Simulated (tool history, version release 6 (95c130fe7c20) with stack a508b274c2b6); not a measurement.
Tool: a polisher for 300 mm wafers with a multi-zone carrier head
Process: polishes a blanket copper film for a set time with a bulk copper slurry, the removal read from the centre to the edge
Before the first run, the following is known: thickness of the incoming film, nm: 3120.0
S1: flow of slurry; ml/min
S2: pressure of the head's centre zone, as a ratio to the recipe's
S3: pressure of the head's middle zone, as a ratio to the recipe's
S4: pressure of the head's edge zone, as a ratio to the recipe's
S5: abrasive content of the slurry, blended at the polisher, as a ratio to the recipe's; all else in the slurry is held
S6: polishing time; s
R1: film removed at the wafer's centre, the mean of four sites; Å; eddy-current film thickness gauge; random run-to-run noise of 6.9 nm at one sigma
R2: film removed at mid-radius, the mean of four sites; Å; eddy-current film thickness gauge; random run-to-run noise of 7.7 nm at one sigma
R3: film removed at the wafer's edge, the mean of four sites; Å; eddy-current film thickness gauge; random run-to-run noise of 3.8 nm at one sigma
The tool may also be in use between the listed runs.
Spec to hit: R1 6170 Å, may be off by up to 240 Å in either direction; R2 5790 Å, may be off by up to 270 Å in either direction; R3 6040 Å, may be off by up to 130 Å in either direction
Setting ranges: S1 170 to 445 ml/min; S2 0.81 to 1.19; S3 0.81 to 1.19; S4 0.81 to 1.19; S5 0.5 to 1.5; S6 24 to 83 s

run  hour   S1    S2    S3    S4    S5  S6      R1      R2      R3
  1     0  285     1     1     1     1  53    4831  4686.7  4652.9
  2   7.8  290  1.01  1.01  1.03   1.1  54  5078.7  4760.3  4785.6
  3   9.6  245  1.01  1.01  1.03   1.1  54  4952.5  4755.4    4782
  4  13.5  245  1.01  1.01  1.05  1.15  56  5270.3    4931  5004.4
  5  17.1  245     1  1.01  1.07   1.2  57  5284.2  5166.8  5121.8
  6  24.1  245     1  1.01  1.07   1.1  57  5229.4  5007.8  5067.6
  7  24.8  295  1.05  0.99  1.17  1.35  60  6113.6  5424.4  5855.2
  8    26  300  1.05     1  1.17  1.35  60  6190.5  5444.9  5836.1
  9  31.4  300  1.04  1.01  1.17  1.35  60  5963.1  5581.6  5900.5
 10  32.4  305  1.04  1.01  1.17  1.35  60  6004.4  5603.2  5857.7
 11  34.5  310  1.04  1.01  1.17  1.35  60  6120.7  5592.6  5918.9
 12  42.1  315  1.04  1.01  1.17  1.35  60  6156.5  5532.2    5878

Exactly one of the 5 candidate moves below puts every result within its allowed miss. Which one?
  A  49.7  250  1.06  1.05   1.1   1.5  60   ?   ?   ?
  B  49.7  330     1  1.04  1.15   1.2  60   ?   ?   ?
  C  49.7  310  1.02  1.16  1.16   1.4  61   ?   ?   ?
  D  49.7  285     1  0.98  1.02  1.25  64   ?   ?   ?
  E  49.7  365  1.02  1.05  1.18  1.45  60   ?   ?   ?

move      R1      R2      R3
   A  6153.6  5619.7  5627.3
   B  5832.9  5551.9  5693.7
   C  6137.9    6300  5909.3
   D  6159.1  5586.4  5697.4
   E  6160.5  5801.9  5969.2
A: moves away from the targets compared with the last run
B: moves away from the targets compared with the last run
C: moves away from the targets compared with the last run
D: moves away from the targets compared with the last run
E: every result within its allowed miss
Go with E: it meets all targets.

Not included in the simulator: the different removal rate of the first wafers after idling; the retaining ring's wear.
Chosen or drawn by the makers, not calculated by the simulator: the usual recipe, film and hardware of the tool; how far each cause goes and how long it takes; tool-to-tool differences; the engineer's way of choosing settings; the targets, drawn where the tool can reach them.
